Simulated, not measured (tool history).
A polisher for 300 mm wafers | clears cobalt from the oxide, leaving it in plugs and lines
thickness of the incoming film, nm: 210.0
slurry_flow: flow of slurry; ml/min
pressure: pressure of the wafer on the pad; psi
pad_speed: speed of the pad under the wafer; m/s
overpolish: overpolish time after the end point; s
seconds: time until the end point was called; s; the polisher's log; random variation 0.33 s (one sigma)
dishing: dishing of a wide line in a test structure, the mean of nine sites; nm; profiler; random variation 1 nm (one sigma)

run,hour,slurry_flow,pressure,pad_speed,overpolish,seconds,dishing
1,0.0,200,1.7,0.92,14,59.139,33.674
2,7.4,205,1.9,0.92,14,54.149,35.102
3,8.1,205,1.9,1.02,14,49.906,34.392
4,9.0,205,1.9,1.02,12,49.651,32.857
5,11.3,255,1.9,1.02,12,48.774,34.211
6,19.0,255,2.1,1.02,13,45.914,35.552
7,24.4,255,2.3,1.04,14,41.571,39.674
8,31.9,255,2.4,1.04,14,40.184,41.230

Forecast run 9:
9,39.3,265,2.6,1.04,14,?,?

seconds: 36.934 s
dishing: 41.363 nm
